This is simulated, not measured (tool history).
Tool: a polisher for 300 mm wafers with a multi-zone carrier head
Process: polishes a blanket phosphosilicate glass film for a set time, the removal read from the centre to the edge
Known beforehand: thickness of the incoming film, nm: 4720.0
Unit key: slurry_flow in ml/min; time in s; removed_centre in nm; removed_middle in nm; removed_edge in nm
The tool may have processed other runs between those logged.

run,day,slurry_flow,centre_zone,middle_zone,edge_zone,slurry_solids,time,removed_centre,removed_middle,removed_edge
1,0.000,290,1.00,1.00,1.00,1.00,38,272.05,268.38,271.42
2,0.304,290,1.01,1.00,1.02,1.10,38,285.02,279.17,283.61
3,0.671,290,1.01,1.00,1.04,1.15,38,291.74,281.64,296.01
4,0.692,290,1.01,1.00,1.04,1.15,30,228.68,223.97,231.88
5,0.908,290,1.02,1.01,1.06,1.20,31,242.86,236.44,247.21
6,1.167,295,1.03,1.02,1.08,1.25,32,260.81,248.30,259.43
7,1.346,295,1.03,1.02,1.09,1.30,33,273.59,265.51,274.99

Predict the results of run 8:
8,1.625,295,1.03,1.02,1.10,1.35,34,?,?,?

{"run 8": {"removed_centre": 280.43, "removed_middle": 274.86, "removed_edge": 286.29}}
